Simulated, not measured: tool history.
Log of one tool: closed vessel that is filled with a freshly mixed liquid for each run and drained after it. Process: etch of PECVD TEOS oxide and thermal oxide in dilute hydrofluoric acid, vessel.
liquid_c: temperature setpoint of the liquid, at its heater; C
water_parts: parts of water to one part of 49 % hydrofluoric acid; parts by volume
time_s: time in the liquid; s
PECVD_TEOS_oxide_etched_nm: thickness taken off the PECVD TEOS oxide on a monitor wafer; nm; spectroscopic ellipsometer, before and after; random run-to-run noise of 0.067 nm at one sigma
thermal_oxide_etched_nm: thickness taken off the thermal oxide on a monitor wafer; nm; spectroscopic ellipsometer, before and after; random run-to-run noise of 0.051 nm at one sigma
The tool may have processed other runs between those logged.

run 1 hour=0 | liquid_c=26 water_parts=195 time_s=380 | PECVD_TEOS_oxide_etched_nm=13.059 thermal_oxide_etched_nm=9.6295
run 2 hour=8.9 | liquid_c=28.5 water_parts=195 time_s=380 | PECVD_TEOS_oxide_etched_nm=14.581 thermal_oxide_etched_nm=10.297
run 3 hour=11.2 | liquid_c=28.5 water_parts=195 time_s=230 | PECVD_TEOS_oxide_etched_nm=8.6575 thermal_oxide_etched_nm=6.318
run 4 hour=16.7 | liquid_c=25 water_parts=195 time_s=230 | PECVD_TEOS_oxide_etched_nm=7.7353 thermal_oxide_etched_nm=5.5814
run 5 hour=21.3 | liquid_c=27.5 water_parts=195 time_s=230 | PECVD_TEOS_oxide_etched_nm=8.4461 thermal_oxide_etched_nm=6.0975
run 6 hour=24.1 | liquid_c=27.5 water_parts=265 time_s=230 | PECVD_TEOS_oxide_etched_nm=5.7815 thermal_oxide_etched_nm=4.1648

What will run 7 give?
-- hour=29.8 hydrofluoric acid flow meter replaced
run 7 hour=29.8 | liquid_c=29.5 water_parts=245 time_s=230 | PECVD_TEOS_oxide_etched_nm=? thermal_oxide_etched_nm=?

{"run 7": {"PECVD_TEOS_oxide_etched_nm": 7.2934, "thermal_oxide_etched_nm": 5.2578}}

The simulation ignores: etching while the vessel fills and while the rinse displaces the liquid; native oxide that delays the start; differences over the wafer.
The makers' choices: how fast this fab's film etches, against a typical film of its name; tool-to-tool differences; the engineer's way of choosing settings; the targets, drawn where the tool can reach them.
